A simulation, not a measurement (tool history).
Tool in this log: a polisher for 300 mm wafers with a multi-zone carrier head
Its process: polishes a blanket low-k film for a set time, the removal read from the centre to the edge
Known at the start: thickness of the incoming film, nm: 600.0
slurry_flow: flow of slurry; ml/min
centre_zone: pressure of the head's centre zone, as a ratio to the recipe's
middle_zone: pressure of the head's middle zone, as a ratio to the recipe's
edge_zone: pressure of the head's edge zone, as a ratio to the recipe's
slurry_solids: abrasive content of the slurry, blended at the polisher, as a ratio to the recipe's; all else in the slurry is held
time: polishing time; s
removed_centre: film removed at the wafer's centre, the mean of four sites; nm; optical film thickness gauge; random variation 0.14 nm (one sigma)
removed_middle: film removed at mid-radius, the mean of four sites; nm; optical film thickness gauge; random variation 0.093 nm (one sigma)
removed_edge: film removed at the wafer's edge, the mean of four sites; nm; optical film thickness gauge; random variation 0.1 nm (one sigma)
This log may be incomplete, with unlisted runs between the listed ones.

run  hour  slurry_flow  centre_zone  middle_zone  edge_zone  slurry_solids  time  removed_centre  removed_middle  removed_edge
  1   0.0          230         1.00         1.00       1.00           1.00    43          22.921         23.1900       23.1360
  2   8.9          230         1.01         0.98       0.98           0.95    40          20.913         20.5240       20.8380
  3  12.6          230         1.01         0.98       0.98           0.95    50          26.217         25.9870       25.9700
  4  20.9          230         1.01         0.98       0.98           0.80    50          23.849         23.9910       23.9290
  5  24.3          230         1.04         0.98       0.98           0.80    50          24.549         23.5170       23.9620
  6  29.4          230         1.04         0.98       1.03           0.80    50          25.156         23.5640       24.1100
  7  30.8          230         1.06         0.98       1.02           0.75    46          22.939         20.6570       21.5490
  8  35.4          230         1.07         0.98       1.00           0.70    43          20.503         18.7210       19.0690
  9  42.7          225         1.08         0.96       0.98           0.65    41          18.641         16.8070       16.9280
 10  46.5          220         1.09         0.94       0.97           0.65    40          18.007         16.0380       16.6620
 11  50.3          275         1.19         0.89       0.89           0.50    28          12.105          9.3960        9.8305
 12  56.1          275         1.19         0.89       0.90           0.50    28          12.237          9.3649        9.9736
 13  60.0          275         1.19         0.90       0.91           0.50    28          12.040          9.3772        9.9354
 14  62.5          275         1.19         0.90       0.92           0.50    28          12.194          9.3175       10.0290
 15  70.1          275         1.19         0.91       0.93           0.50    28          12.134          9.3628        9.9154
 16  76.4          305         1.18         0.93       1.02           0.65    28          14.558         11.3790       12.2400
 17  80.7          305         1.18         0.92       1.00           0.65    28          14.452         11.3510       12.1190
 18  81.8          295         1.18         0.91       0.99           0.65    28          14.058         11.1480       12.1460
 19  89.2          295         1.18         0.91       0.98           0.65    28          14.442         11.2620       12.3690

What does the tool deliver on the next run?
 20  91.2          295         1.18         0.91       0.96           0.65    28               ?               ?             ?

Run 20 gave removed_centre 14.335 nm, removed_middle 11.3290 nm, removed_edge 11.7640 nm.

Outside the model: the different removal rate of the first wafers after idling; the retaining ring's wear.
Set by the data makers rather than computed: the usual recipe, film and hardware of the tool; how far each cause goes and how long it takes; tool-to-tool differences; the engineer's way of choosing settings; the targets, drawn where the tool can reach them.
